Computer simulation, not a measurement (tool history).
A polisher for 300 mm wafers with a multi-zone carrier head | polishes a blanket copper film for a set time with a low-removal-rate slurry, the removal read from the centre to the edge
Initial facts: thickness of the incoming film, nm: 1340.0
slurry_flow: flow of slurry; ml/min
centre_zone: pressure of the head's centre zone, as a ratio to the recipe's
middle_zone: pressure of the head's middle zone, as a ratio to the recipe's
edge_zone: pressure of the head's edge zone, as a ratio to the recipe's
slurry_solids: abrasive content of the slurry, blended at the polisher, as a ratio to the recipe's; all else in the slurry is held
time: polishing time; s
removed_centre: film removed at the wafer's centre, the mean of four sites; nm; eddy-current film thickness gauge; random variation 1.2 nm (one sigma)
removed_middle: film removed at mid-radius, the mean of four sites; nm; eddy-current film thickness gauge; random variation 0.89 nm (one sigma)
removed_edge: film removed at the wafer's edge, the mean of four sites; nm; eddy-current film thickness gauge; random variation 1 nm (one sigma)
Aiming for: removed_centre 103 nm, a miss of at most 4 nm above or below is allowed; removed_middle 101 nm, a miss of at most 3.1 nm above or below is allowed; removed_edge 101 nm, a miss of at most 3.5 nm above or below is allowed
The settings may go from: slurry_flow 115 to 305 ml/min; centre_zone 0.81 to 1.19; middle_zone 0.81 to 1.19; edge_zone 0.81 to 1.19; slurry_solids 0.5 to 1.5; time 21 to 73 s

run 1 hour=0 | slurry_flow=195 centre_zone=1 middle_zone=1 edge_zone=1 slurry_solids=1 time=47 | removed_centre=141.84 removed_middle=141.14 removed_edge=143.19
run 2 hour=2.7 | slurry_flow=190 centre_zone=0.99 middle_zone=0.99 edge_zone=0.97 slurry_solids=0.9 time=45 | removed_centre=131.36 removed_middle=131.44 removed_edge=131.45
run 3 hour=11.5 | slurry_flow=190 centre_zone=0.99 middle_zone=0.99 edge_zone=1.04 slurry_solids=0.9 time=45 | removed_centre=130.63 removed_middle=130.54 removed_edge=135.18
run 4 hour=13.7 | slurry_flow=190 centre_zone=0.99 middle_zone=0.99 edge_zone=1.04 slurry_solids=0.9 time=56 | removed_centre=160.38 removed_middle=166.15 removed_edge=169.08
run 5 hour=18.5 | slurry_flow=185 centre_zone=0.98 middle_zone=0.98 edge_zone=1.01 slurry_solids=0.8 time=53 | removed_centre=146 removed_middle=149.74 removed_edge=155.92
run 6 hour=23.4 | slurry_flow=185 centre_zone=0.98 middle_zone=0.98 edge_zone=1.01 slurry_solids=0.8 time=46 | removed_centre=130.81 removed_middle=129.4 removed_edge=133.53
run 7 hour=30.7 | slurry_flow=185 centre_zone=0.98 middle_zone=0.98 edge_zone=1.01 slurry_solids=0.8 time=46 | removed_centre=128.29 removed_middle=127.35 removed_edge=135
run 8 hour=38.6 | slurry_flow=190 centre_zone=0.98 middle_zone=0.99 edge_zone=0.98 slurry_solids=0.75 time=44 | removed_centre=119.49 removed_middle=122.98 removed_edge=124.96
run 9 hour=39.4 | slurry_flow=190 centre_zone=0.99 middle_zone=0.98 edge_zone=0.96 slurry_solids=0.7 time=43 | removed_centre=117.79 removed_middle=117.1 removed_edge=119.19
run 10 hour=42 | slurry_flow=155 centre_zone=0.94 middle_zone=0.93 edge_zone=0.86 slurry_solids=0.5 time=41 | removed_centre=94.843 removed_middle=94.617 removed_edge=99.114
run 11 hour=45.6 | slurry_flow=165 centre_zone=0.95 middle_zone=0.93 edge_zone=0.86 slurry_solids=0.5 time=41 | removed_centre=96.473 removed_middle=96.074 removed_edge=99.708
run 12 hour=50.2 | slurry_flow=170 centre_zone=0.96 middle_zone=0.93 edge_zone=0.86 slurry_solids=0.5 time=41 | removed_centre=98.316 removed_middle=98.705 removed_edge=99.1
run 13 hour=56.4 | slurry_flow=175 centre_zone=0.96 middle_zone=0.93 edge_zone=0.86 slurry_solids=0.5 time=41 | removed_centre=98.962 removed_middle=97.017 removed_edge=99.907
run 14 hour=59.8 | slurry_flow=180 centre_zone=0.96 middle_zone=0.93 edge_zone=0.86 slurry_solids=0.5 time=41 | removed_centre=100.63 removed_middle=96.62 removed_edge=99.154
run 15 hour=65.5 | slurry_flow=180 centre_zone=0.96 middle_zone=0.94 edge_zone=0.86 slurry_solids=0.5 time=41 | removed_centre=97.373 removed_middle=96.57 removed_edge=101.28

Of the 5 settings listed for the next run, only one would bring every result within its allowed miss of target. Which one?
run A hour=71.2 | slurry_flow=210 centre_zone=0.86 middle_zone=0.94 edge_zone=0.84 slurry_solids=0.5 time=42 | removed_centre=? removed_middle=? removed_edge=?
run B hour=71.2 | slurry_flow=145 centre_zone=1.07 middle_zone=0.9 edge_zone=0.86 slurry_solids=0.8 time=36 | removed_centre=? removed_middle=? removed_edge=?
run C hour=71.2 | slurry_flow=230 centre_zone=0.91 middle_zone=0.96 edge_zone=1 slurry_solids=0.5 time=38 | removed_centre=? removed_middle=? removed_edge=?
run D hour=71.2 | slurry_flow=250 centre_zone=0.82 middle_zone=0.87 edge_zone=0.88 slurry_solids=0.5 time=41 | removed_centre=? removed_middle=? removed_edge=?
run E hour=71.2 | slurry_flow=195 centre_zone=1 middle_zone=0.96 edge_zone=0.92 slurry_solids=0.6 time=39 | removed_centre=? removed_middle=? removed_edge=?

move=A removed_centre=93.428 removed_middle=102.53 removed_edge=103.72
move=B removed_centre=106.51 removed_middle=90.895 removed_edge=97.442
move=C removed_centre=90.509 removed_middle=95.323 removed_edge=100.21
move=D removed_centre=88.715 removed_middle=95.645 removed_edge=104.32
move=E removed_centre=104.79 removed_middle=100.54 removed_edge=103.22
A: brings the last run's worst result on target, with another outside its allowed miss
B: its largest miss is bigger than the last run's
C: its largest miss is bigger than the last run's
D: its largest miss is bigger than the last run's
E: meets every target
Correct choice: E, which meets every target
